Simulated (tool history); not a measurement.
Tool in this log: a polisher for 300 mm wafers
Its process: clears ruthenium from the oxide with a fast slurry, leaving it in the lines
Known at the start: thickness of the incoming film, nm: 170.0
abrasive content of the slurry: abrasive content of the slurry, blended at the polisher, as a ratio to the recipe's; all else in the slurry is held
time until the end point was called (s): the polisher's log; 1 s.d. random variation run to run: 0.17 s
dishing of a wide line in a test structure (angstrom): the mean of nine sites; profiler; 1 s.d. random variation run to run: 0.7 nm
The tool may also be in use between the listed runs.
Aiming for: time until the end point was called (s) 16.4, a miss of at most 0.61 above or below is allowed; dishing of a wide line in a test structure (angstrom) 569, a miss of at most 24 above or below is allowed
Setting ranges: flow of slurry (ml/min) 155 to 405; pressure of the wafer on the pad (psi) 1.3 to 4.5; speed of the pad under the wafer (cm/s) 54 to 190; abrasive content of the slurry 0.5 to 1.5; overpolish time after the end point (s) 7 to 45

run	hour	flow of slurry (ml/min)	pressure of the wafer on the pad (psi)	speed of the pad under the wafer (cm/s)	abrasive content of the slurry	overpolish time after the end point (s)	time until the end point was called (s)	dishing of a wide line in a test structure (angstrom)
1	0	260	2.9	122	1	23	27.34	939.81
2	5.4	260	2.9	122	1.15	23	26.225	980.05
3	14.1	260	2.9	106	1.15	23	29.741	897.51
4	21.9	275	3.3	110	1	19	26.826	821.38
5	25.6	320	3.3	110	1	19	26.218	844.79
6	28.7	320	3.3	110	1	23	26.264	975.36
7	36.6	330	4.1	112	1	12	21.395	716
8	39.8	400	4.5	126	0.9	7	18.063	530.77
9	41.6	395	4.5	130	0.9	7	17.357	537.6
10	43.9	390	4.5	132	0.9	7	17.085	551.31

Pick the move, out of 5, that brings all results within their allowed miss; only one does.
A	46.2	390	4.3	134	1.1	7	?	?
B	46.2	345	4.5	136	0.8	7	?	?
C	46.2	360	4.3	134	0.85	7	?	?
D	46.2	405	4.3	130	0.9	7	?	?
E	46.2	400	4.5	130	0.85	8	?	?

move	time until the end point was called (s)	dishing of a wide line in a test structure (angstrom)
A	16.513	560.48
B	17.561	532.74
C	18.112	519.22
D	18.14	518.54
E	17.778	588.42
A: all results land within tolerance of their targets
B: its largest miss is bigger than the last run's
C: its largest miss is bigger than the last run's
D: its largest miss is bigger than the last run's
E: its largest miss is bigger than the last run's
So the answer is move A, the one that meets all the targets.

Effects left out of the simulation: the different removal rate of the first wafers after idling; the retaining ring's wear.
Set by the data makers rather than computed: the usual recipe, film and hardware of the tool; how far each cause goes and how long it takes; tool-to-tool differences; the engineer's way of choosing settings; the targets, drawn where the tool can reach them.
